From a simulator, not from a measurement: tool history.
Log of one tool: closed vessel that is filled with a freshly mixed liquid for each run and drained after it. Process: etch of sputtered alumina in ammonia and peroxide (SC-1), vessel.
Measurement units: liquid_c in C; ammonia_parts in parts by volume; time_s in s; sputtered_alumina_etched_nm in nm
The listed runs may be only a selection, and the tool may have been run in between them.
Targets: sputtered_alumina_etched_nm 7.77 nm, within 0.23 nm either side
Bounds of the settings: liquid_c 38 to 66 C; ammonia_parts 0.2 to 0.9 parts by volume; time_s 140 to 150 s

| run | hour | liquid_c | ammonia_parts | time_s | sputtered_alumina_etched_nm |
|---|---|---|---|---|---|
| 1 | 0 | 50 | 0.5 | 140 | 6.5174 |
| 2 | 8.9 | 56.5 | 0.5 | 140 | 9.3089 |
| 3 | 14.3 | 54 | 0.5 | 140 | 8.2242 |
| 4 | 18.1 | 61 | 0.5 | 140 | 11.629 |
| 5 | 24.9 | 58.5 | 0.5 | 140 | 10.434 |
| 6 | 26.8 | 58.5 | 0.65 | 140 | 10.563 |
| 7 | 34 | 57 | 0.65 | 140 | 9.8284 |
| 8 | 41.2 | 57 | 0.65 | 140 | 9.5558 |

Below are 4 possible settings for the next run. Only one of them brings all results inside the allowed miss of their targets. Which is it?
| A | 48.4 | 51.5 | 0.6 | 140 | ? |
| B | 48.4 | 51.5 | 0.45 | 140 | ? |
| C | 48.4 | 51.5 | 0.45 | 145 | ? |
| D | 48.4 | 52.5 | 0.55 | 145 | ? |

| move | sputtered_alumina_etched_nm |
|---|---|
| A | 7.2757 |
| B | 7.0796 |
| C | 7.3325 |
| D | 7.8902 |
A: pushes the last run's worst result past its target
B: pushes the last run's worst result past its target
C: pushes the last run's worst result past its target
D: all results land within tolerance of their targets
So the answer is move D, the one that meets all the targets.

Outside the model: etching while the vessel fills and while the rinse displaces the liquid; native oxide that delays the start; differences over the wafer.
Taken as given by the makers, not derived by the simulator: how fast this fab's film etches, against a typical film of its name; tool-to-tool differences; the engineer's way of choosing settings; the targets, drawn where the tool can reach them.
